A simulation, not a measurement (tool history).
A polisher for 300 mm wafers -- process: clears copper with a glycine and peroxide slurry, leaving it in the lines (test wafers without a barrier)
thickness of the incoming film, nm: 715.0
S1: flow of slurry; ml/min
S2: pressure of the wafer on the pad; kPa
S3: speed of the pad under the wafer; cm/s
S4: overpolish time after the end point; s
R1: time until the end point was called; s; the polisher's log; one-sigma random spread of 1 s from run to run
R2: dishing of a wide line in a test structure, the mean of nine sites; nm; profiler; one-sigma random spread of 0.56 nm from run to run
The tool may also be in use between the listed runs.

| run | day | S1 | S2 | S3 | S4 | R1 | R2 |
|---|---|---|---|---|---|---|---|
| 1 | 0.000 | 300 | 18.6 | 98 | 11 | 144.57 | 39.052 |
| 2 | 0.271 | 300 | 18.6 | 98 | 13 | 145.54 | 45.607 |
| 3 | 0.446 | 305 | 20.0 | 98 | 13 | 133.87 | 48.675 |
| 4 | 0.538 | 315 | 20.7 | 98 | 13 | 134.51 | 49.681 |
| 5 | 0.771 | 315 | 20.7 | 98 | 17 | 130.42 | 62.192 |
| 6 | 1.021 | 315 | 20.7 | 82 | 17 | 154.95 | 54.809 |

Expected results for the next run?
| 7 | 1.254 | 315 | 22.1 | 82 | 16 | ? | ? |

R1: 144.47 s
R2: 54.571 nm

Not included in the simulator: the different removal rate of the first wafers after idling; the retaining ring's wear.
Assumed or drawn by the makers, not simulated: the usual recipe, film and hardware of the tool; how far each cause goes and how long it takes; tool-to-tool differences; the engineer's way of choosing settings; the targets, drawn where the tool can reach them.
